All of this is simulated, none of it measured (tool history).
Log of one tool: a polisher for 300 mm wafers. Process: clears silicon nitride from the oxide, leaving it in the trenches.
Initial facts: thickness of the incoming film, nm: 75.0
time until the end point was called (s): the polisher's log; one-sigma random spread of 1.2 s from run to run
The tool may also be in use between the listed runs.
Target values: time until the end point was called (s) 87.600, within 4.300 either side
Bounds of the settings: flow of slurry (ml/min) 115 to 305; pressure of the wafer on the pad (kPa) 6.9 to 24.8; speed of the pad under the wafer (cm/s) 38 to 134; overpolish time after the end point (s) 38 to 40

run,hour,flow of slurry (ml/min),pressure of the wafer on the pad (kPa),speed of the pad under the wafer (cm/s),overpolish time after the end point (s),time until the end point was called (s)
1,0.0,195,15.9,86,38,120.970
2,3.3,195,16.5,86,38,115.660
3,4.0,195,17.2,86,38,110.000
4,4.9,195,17.2,86,38,110.720
5,12.3,195,17.9,86,38,105.010
6,18.1,170,17.9,86,38,110.050
7,20.7,175,17.9,86,38,109.260
8,29.1,180,17.9,86,38,107.850
# hour 33.1: head pressure recalibrated
9,33.1,185,17.9,86,38,123.470
10,38.2,185,17.2,88,38,123.780
11,38.9,195,17.2,88,38,120.330
12,44.9,190,17.9,88,38,117.910
13,51.9,205,22.1,90,38,93.475

Which one of the following 4 next-run settings gets every result inside its allowed miss? There is exactly one.
A,58.9,170,24.1,88,38,?
B,58.9,210,20.7,90,40,?
C,58.9,175,24.1,104,38,?
D,58.9,190,22.8,102,38,?

move,time until the end point was called (s)
A,90.141
B,99.297
C,76.249
D,81.251
A: in spec on every target
B: lands further from the targets than the last run did
C: takes the result that was furthest off past its target
D: takes the result that was furthest off past its target
A meets every target.
